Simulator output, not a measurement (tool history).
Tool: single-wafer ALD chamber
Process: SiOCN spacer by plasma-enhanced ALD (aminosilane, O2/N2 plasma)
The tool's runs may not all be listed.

run	day	heater temperature setpoint (°C)	number of ALD cycles (cycles)	mean film thickness on the monitor wafer (nm)
1	0	380	56	3.3874
2	0.379	380	51	3.1104
3	0.667	380	48	2.9223
4	0.721	390	48	2.9177
5	1.008	390	46	2.7961
6	1.171	390	53	3.2181
7	1.379	390	50	3.0423
8	1.6	390	48	2.9101

Run 9, settings as shown, results not yet in. Your forecast:
9	1.646	390	46	?

mean film thickness on the monitor wafer (nm): 2.796
